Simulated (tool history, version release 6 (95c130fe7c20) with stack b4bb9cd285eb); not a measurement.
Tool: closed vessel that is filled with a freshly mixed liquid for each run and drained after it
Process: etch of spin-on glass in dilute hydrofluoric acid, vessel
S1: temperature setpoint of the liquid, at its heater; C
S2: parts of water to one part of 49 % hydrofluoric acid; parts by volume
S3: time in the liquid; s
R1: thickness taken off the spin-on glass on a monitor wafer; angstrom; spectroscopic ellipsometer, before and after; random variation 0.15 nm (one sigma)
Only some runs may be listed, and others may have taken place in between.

run	day	S1	S2	S3	R1
1	0	22	230	105	177.59
2	0.346	23	220	105	195.45
3	0.388	24	210	105	216.2
4	0.592	24	210	105	214.38
5	0.717	25	205	105	229.15
6	1.025	25.5	200	105	240.21
7	1.238	29.5	165	105	349.66
# day 1.279: thermometer replaced
8	1.279	29	165	105	361.67
9	1.462	29	165	105	361.81

Run 10, settings as shown, results not yet in. Your forecast:
10	1.7	28.5	165	105	?

R1: 355.36 angstrom
